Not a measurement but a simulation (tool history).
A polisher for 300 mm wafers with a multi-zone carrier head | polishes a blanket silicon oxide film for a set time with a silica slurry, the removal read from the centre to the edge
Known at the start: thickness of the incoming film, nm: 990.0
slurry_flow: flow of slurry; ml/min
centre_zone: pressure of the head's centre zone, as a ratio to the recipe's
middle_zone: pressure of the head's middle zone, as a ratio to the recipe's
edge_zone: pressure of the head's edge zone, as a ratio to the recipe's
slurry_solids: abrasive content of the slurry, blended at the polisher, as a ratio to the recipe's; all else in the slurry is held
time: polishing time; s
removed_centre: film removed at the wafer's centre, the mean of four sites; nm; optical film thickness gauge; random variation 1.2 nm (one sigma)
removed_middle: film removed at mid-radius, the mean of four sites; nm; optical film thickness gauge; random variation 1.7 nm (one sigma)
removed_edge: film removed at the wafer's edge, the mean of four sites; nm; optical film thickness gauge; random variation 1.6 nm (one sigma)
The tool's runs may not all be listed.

run    day  slurry_flow  centre_zone  middle_zone  edge_zone  slurry_solids  time  removed_centre  removed_middle  removed_edge
  1  0.000          265         1.00         1.00       1.00           1.00    51          227.86          217.31        214.30
  2  0.229          255         0.97         0.98       0.99           0.95    51          212.41          208.92        211.09
  3  0.542          215         0.97         0.98       0.99           0.95    51          207.48          207.12        203.55
  4  0.650          215         0.97         0.98       0.99           1.10    51          225.80          219.94        220.21
  5  0.833          215         0.92         0.98       0.99           1.10    51          213.44          217.62        218.14
  6  0.892          215         0.92         0.98       0.99           1.20    51          220.86          228.04        228.28

Run 7 comes next. What will it give?
  7  0.975          210         0.90         0.96       0.98           1.10    51               ?               ?             ?

removed_centre: 207.24 nm
removed_middle: 217.74 nm
removed_edge: 218.07 nm
